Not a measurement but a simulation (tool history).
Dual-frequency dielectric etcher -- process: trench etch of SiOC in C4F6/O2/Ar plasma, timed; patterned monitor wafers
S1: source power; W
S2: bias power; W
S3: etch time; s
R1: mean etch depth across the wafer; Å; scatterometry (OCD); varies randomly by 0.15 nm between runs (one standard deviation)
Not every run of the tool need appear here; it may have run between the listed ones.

Run 1, hour 0: S1 370 W, S2 195 W, S3 15 s. Result: R1 291.92 Å.
Run 2, hour 4.2: S1 410 W, S2 195 W, S3 15 s. Result: R1 308.97 Å.
Run 3, hour 10.5: S1 410 W, S2 195 W, S3 13.5 s. Result: R1 276.71 Å.
Run 4, hour 15.3: S1 410 W, S2 195 W, S3 13.5 s. Result: R1 276.35 Å.
Run 5, hour 17.6: S1 460 W, S2 195 W, S3 13.5 s. Result: R1 293.04 Å.
Run 6, hour 20.2: S1 470 W, S2 201 W, S3 13.5 s. Result: R1 296.64 Å.
Run 7, hour 25.3: S1 480 W, S2 208 W, S3 13.5 s. Result: R1 300.09 Å.
Run 8, hour 31.9: S1 490 W, S2 215 W, S3 13.5 s. Result: R1 308.01 Å.
Run 9, hour 37.2: S1 490 W, S2 219 W, S3 13.5 s. Result: R1 309.28 Å.
Run 10, hour 44.3: S1 490 W, S2 223 W, S3 13.5 s. Result: R1 310.1 Å.

Run 11 has not been measured yet. What should we expect?
Run 11, hour 50.1: S1 490 W, S2 226 W, S3 13.5 s. Result: R1 ?.

{"run 11": {"R1": 309.11}}
